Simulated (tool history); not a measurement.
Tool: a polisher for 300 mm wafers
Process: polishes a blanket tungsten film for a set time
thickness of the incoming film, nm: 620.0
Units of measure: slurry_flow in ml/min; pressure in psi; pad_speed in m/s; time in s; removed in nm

{"run": 1, "hour": 0.0, "slurry_flow": 250, "pressure": 3.7, "pad_speed": 1.16, "slurry_solids": 1, "time": 54, "removed": 246.39}
{"run": 2, "hour": 7.4, "slurry_flow": 250, "pressure": 3.7, "pad_speed": 1.16, "slurry_solids": 1.1, "time": 54, "removed": 248.18}
{"run": 3, "hour": 10.8, "slurry_flow": 250, "pressure": 3.7, "pad_speed": 1.16, "slurry_solids": 1.1, "time": 57, "removed": 265.59}
{"run": 4, "hour": 12.7, "slurry_flow": 250, "pressure": 3.7, "pad_speed": 1.16, "slurry_solids": 1.1, "time": 57, "removed": 265.51}
{"run": 5, "hour": 17.3, "slurry_flow": 250, "pressure": 3.7, "pad_speed": 1.16, "slurry_solids": 1.1, "time": 54, "removed": 254.15}
{"run": 6, "hour": 22.4, "slurry_flow": 250, "pressure": 3.2, "pad_speed": 1.16, "slurry_solids": 1.1, "time": 54, "removed": 218.71}
{"run": 7, "hour": 26.9, "slurry_flow": 250, "pressure": 3.8, "pad_speed": 1.16, "slurry_solids": 1.1, "time": 54, "removed": 263.78}

For run 8, what comes out?
{"run": 8, "hour": 32.1, "slurry_flow": 250, "pressure": 4.1, "pad_speed": 1.16, "slurry_solids": 1.1, "time": 54, "removed": "?"}

removed: 279.83 nm
